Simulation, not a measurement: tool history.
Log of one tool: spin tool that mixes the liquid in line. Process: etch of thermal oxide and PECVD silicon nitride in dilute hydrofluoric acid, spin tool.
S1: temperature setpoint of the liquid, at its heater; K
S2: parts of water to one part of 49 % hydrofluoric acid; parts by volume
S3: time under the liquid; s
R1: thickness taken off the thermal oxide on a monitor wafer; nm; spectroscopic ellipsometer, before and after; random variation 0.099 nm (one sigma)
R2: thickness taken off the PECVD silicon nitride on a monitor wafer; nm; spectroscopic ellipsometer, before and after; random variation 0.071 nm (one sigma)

run 1 hour=0 | S1=297.15 S2=55 S3=180 | R1=14.961 R2=10.724
run 2 hour=2 | S1=297.15 S2=35 S3=180 | R1=24.154 R2=16.912
run 3 hour=4.7 | S1=298.65 S2=35 S3=180 | R1=25.723 R2=18.565
run 4 hour=6.2 | S1=300.15 S2=35 S3=180 | R1=27.489 R2=20.412
run 5 hour=11.8 | S1=300.15 S2=50 S3=180 | R1=18.674 R2=14.509
run 6 hour=16.3 | S1=300.15 S2=65 S3=180 | R1=14.151 R2=11.314
run 7 hour=23.3 | S1=298.65 S2=65 S3=180 | R1=13.208 R2=10.105

Forecast run 8:
run 8 hour=28.4 | S1=297.65 S2=65 S3=180 | R1=? R2=?

R1: 12.887 nm
R2: 9.5729 nm
